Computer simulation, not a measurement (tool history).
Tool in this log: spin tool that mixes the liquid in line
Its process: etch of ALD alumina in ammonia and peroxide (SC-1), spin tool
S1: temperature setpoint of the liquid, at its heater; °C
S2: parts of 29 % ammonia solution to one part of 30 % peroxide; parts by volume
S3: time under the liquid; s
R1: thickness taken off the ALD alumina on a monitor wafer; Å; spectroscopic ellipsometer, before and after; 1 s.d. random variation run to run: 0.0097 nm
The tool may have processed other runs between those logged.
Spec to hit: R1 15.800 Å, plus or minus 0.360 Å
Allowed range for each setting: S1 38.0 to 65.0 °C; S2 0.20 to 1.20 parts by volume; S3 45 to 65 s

run  hour    S1    S2  S3      R1
  1   0.0  49.0  0.80  65  29.253
  2   7.1  45.5  0.80  65  23.740
  3  11.1  45.5  0.90  65  24.109
  4  15.4  43.5  0.90  65  21.650
  5  20.3  43.5  0.80  65  21.257
  6  24.9  43.5  0.95  65  21.564
  7  32.6  42.0  0.95  65  19.790
  8  35.4  41.0  0.95  65  18.777
  9  36.6  40.0  0.95  65  17.665
 10  40.3  39.5  0.95  65  17.254
 11  44.9  39.0  0.95  65  16.726

Exercise: of the 5 proposed moves below, exactly one satisfies all targets within the stated allowed misses. Which move is it?
  A  49.5  39.0  1.00  65   ?
  B  49.5  44.0  0.75  45   ?
  C  49.5  39.0  1.15  65   ?
  D  49.5  38.5  1.10  65   ?
  E  49.5  38.0  1.00  65   ?

move      R1
   A  16.692
   B  15.053
   C  16.918
   D  16.352
   E  15.726
A: roughly where the last run was
B: carries the result that was furthest off beyond its target, to the other side
C: misses by more than the last run did
D: moves toward the targets from the last run without getting all of them in spec
E: every result lands within tolerance
The right move is E.
